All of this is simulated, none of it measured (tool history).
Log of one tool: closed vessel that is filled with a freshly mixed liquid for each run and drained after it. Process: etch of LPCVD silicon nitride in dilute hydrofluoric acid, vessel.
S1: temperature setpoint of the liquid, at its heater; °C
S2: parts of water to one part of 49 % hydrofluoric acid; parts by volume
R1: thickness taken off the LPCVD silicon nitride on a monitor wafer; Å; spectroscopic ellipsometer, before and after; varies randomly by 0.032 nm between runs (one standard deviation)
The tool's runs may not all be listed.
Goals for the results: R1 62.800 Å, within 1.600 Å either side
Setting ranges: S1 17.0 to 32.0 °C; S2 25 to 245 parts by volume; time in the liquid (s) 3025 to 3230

run 1 hour=0.0 | S1=24.0 S2=135 time_in_the_liquid_(s)=3025 | R1=114.990
run 2 hour=6.0 | S1=22.0 S2=140 time_in_the_liquid_(s)=3025 | R1=97.397
run 3 hour=8.7 | S1=22.0 S2=105 time_in_the_liquid_(s)=3025 | R1=129.380
run 4 hour=13.4 | S1=22.0 S2=105 time_in_the_liquid_(s)=3025 | R1=129.720
run 5 hour=17.3 | S1=20.5 S2=120 time_in_the_liquid_(s)=3025 | R1=103.130
run 6 hour=21.0 | S1=19.5 S2=130 time_in_the_liquid_(s)=3025 | R1=88.325
run 7 hour=25.1 | S1=19.0 S2=135 time_in_the_liquid_(s)=3025 | R1=82.474
run 8 hour=28.4 | S1=18.5 S2=140 time_in_the_liquid_(s)=3025 | R1=77.620
run 9 hour=37.0 | S1=18.0 S2=145 time_in_the_liquid_(s)=3025 | R1=71.566
run 10 hour=37.7 | S1=17.5 S2=145 time_in_the_liquid_(s)=3025 | R1=69.744

Below are 4 possible settings for the next run. Only one of them brings all results inside the allowed miss of their targets. Which is it?
run A hour=38.4 | S1=17.0 S2=145 time_in_the_liquid_(s)=3120 | R1=?
run B hour=38.4 | S1=19.0 S2=185 time_in_the_liquid_(s)=3155 | R1=?
run C hour=38.4 | S1=18.0 S2=140 time_in_the_liquid_(s)=3105 | R1=?
run D hour=38.4 | S1=18.0 S2=160 time_in_the_liquid_(s)=3120 | R1=?

move=A R1=68.792
move=B R1=62.945
move=C R1=75.838
move=D R1=66.975
A: nearer than the last run, and not there yet
B: all results in spec
C: misses by more than the last run did
D: nearer than the last run, and not there yet
Go with B: it meets all targets.

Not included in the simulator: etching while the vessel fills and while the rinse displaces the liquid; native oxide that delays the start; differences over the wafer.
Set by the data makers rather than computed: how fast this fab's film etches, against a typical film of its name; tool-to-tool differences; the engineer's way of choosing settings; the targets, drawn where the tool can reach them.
